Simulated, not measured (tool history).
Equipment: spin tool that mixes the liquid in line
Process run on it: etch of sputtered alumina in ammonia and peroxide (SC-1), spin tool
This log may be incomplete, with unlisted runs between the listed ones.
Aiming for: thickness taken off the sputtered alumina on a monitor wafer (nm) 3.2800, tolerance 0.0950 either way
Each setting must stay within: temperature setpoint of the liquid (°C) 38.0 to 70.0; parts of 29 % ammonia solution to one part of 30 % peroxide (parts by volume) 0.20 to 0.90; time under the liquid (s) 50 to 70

run,hour,temperature setpoint of the liquid (°C),parts of 29 % ammonia solution to one part of 30 % peroxide (parts by volume),time under the liquid (s),thickness taken off the sputtered alumina on a monitor wafer (nm)
1,0.0,54.0,0.50,70,3.8915
2,5.7,57.5,0.50,70,4.6214
3,12.8,56.0,0.50,70,4.3302
4,19.5,59.0,0.50,70,4.9854
5,20.3,53.5,0.50,70,3.7129
6,21.5,53.5,0.55,70,3.7745
7,23.8,53.0,0.55,70,3.6993
8,25.2,52.5,0.55,70,3.5776
9,29.1,52.0,0.55,70,3.5288
10,31.7,52.0,0.55,70,3.5072

Which of these 4 next moves meets every target?
A,34.3,51.0,0.45,70,?
B,34.3,50.0,0.45,70,?
C,34.3,51.0,0.60,65,?
D,34.3,49.0,0.60,70,?

move,thickness taken off the sputtered alumina on a monitor wafer (nm)
A,3.2538
B,3.0802
C,3.1052
D,2.9956
A: in spec on every target
B: moves the result that the last run missed by most past its target, out the other side
C: moves the result that the last run missed by most past its target, out the other side
D: moves the result that the last run missed by most past its target, out the other side
A meets every target.
